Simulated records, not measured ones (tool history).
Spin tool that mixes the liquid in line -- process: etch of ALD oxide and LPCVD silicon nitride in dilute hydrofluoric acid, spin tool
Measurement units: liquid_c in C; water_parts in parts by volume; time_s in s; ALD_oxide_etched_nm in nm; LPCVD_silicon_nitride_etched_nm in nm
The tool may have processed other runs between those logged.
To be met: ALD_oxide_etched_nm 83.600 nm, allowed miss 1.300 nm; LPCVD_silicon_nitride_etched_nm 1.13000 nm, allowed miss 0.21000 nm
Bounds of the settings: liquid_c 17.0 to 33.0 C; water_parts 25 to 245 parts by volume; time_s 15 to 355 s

run	day	liquid_c	water_parts	time_s	ALD_oxide_etched_nm	LPCVD_silicon_nitride_etched_nm
1	0.000	25.0	135	180	39.806	0.59553
2	0.312	26.5	125	180	46.355	0.72581
3	0.354	26.5	85	180	71.814	1.19820
4	0.554	28.0	85	180	75.753	1.10530
5	0.921	28.5	85	180	77.685	1.34990
6	1.179	26.0	85	180	70.141	1.05610
7	1.488	26.5	85	180	71.436	1.11720
8	1.783	29.5	75	180	92.653	1.44720
9	2.042	29.0	75	180	90.646	1.49860
10	2.233	28.5	75	180	89.005	1.45340
11	2.554	26.0	70	180	87.302	1.27990
12	2.588	25.5	70	180	84.793	1.28660
# day 2.612: hydrofluoric acid flow meter replaced
13	2.612	25.0	70	180	88.505	1.30750
14	2.938	24.5	70	180	85.598	1.20960

Below are 4 possible settings for the next run. Only one of them brings all results inside the allowed miss of their targets. Which is it?
A	3.262	17.0	50	175	?	?
B	3.262	33.0	100	190	?	?
C	3.262	23.5	70	195	?	?
D	3.262	23.0	65	170	?	?

move	ALD_oxide_etched_nm	LPCVD_silicon_nitride_etched_nm
A	88.770	0.95272
B	85.597	1.50450
C	90.696	1.19810
D	83.960	1.08610
A: misses by more than the last run did
B: misses by more than the last run did
C: misses by more than the last run did
D: every result lands within tolerance
The move that meets every target is D.
